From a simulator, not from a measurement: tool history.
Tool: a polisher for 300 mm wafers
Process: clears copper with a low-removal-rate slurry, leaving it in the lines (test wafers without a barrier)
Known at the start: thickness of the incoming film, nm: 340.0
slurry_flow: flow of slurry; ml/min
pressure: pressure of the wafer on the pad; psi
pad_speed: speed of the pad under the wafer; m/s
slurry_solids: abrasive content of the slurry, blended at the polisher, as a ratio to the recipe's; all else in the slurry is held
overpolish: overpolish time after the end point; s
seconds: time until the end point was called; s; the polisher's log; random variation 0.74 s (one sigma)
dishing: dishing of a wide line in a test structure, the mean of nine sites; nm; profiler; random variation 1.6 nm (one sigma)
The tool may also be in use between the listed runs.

run,hour,slurry_flow,pressure,pad_speed,slurry_solids,overpolish,seconds,dishing
1,0.0,220,2.9,1.28,1.00,19,88.905,46.172
2,6.6,220,3.0,1.28,1.00,20,86.345,51.565
3,13.1,220,3.0,1.28,0.85,20,87.609,48.206
4,15.5,220,3.1,1.28,0.85,21,85.383,53.413
5,16.8,220,3.2,1.28,0.85,21,83.779,52.071
6,23.0,220,3.3,1.28,0.85,22,82.514,55.751
7,27.4,220,4.1,1.30,0.85,27,68.268,75.538

Expected results for the next run?
8,30.3,225,4.2,1.30,0.85,28,?,?

{"run 8": {"seconds": 67.712, "dishing": 81.016}}

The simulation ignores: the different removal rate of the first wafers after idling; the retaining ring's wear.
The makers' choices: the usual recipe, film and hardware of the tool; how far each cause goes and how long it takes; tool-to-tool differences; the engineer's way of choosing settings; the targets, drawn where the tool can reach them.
